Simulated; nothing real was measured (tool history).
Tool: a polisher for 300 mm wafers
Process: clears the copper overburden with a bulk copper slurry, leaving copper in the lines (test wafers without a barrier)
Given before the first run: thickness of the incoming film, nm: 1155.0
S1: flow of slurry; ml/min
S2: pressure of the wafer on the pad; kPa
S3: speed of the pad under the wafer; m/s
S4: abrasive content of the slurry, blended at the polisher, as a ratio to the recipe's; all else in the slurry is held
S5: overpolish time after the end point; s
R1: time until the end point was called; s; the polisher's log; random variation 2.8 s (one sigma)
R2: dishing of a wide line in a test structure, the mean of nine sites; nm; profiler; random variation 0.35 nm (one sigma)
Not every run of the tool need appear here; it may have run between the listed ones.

Run 1, hour 0.0: S1 245 ml/min, S2 14.5 kPa, S3 1.32 m/s, S4 1.00, S5 29 s. Result: R1 155.23 s, R2 34.043 nm.
Run 2, hour 1.7: S1 245 ml/min, S2 14.5 kPa, S3 1.32 m/s, S4 0.95, S5 29 s. Result: R1 161.16 s, R2 33.733 nm.
Run 3, hour 6.6: S1 245 ml/min, S2 13.8 kPa, S3 1.36 m/s, S4 0.90, S5 26 s. Result: R1 162.18 s, R2 32.692 nm.
Run 4, hour 8.5: S1 245 ml/min, S2 13.8 kPa, S3 1.36 m/s, S4 0.90, S5 19 s. Result: R1 160.66 s, R2 32.319 nm.
Run 5, hour 13.5: S1 245 ml/min, S2 13.1 kPa, S3 1.36 m/s, S4 0.90, S5 19 s. Result: R1 165.90 s, R2 32.952 nm.
Run 6, hour 18.8: S1 245 ml/min, S2 16.5 kPa, S3 1.36 m/s, S4 0.90, S5 19 s. Result: R1 141.91 s, R2 33.665 nm.
Run 7, hour 25.2: S1 245 ml/min, S2 12.4 kPa, S3 1.44 m/s, S4 0.90, S5 9 s. Result: R1 168.67 s, R2 26.618 nm.
Run 8, hour 28.7: S1 245 ml/min, S2 12.4 kPa, S3 1.40 m/s, S4 0.85, S5 10 s. Result: R1 168.97 s, R2 27.842 nm.
Run 9, hour 30.2: S1 245 ml/min, S2 12.4 kPa, S3 1.36 m/s, S4 0.85, S5 12 s. Result: R1 177.72 s, R2 29.425 nm.
Run 10, hour 31.2: S1 245 ml/min, S2 12.4 kPa, S3 1.34 m/s, S4 0.85, S5 13 s. Result: R1 174.15 s, R2 29.576 nm.
Run 11, hour 35.5: S1 245 ml/min, S2 12.4 kPa, S3 1.32 m/s, S4 0.85, S5 14 s. Result: R1 176.69 s, R2 30.382 nm.

Run 12 is up next; what results do you expect?
Run 12, hour 37.4: S1 245 ml/min, S2 12.4 kPa, S3 1.30 m/s, S4 0.85, S5 14 s. Result: R1 ?, R2 ?.

R1: 184.96 s
R2: 30.411 nm

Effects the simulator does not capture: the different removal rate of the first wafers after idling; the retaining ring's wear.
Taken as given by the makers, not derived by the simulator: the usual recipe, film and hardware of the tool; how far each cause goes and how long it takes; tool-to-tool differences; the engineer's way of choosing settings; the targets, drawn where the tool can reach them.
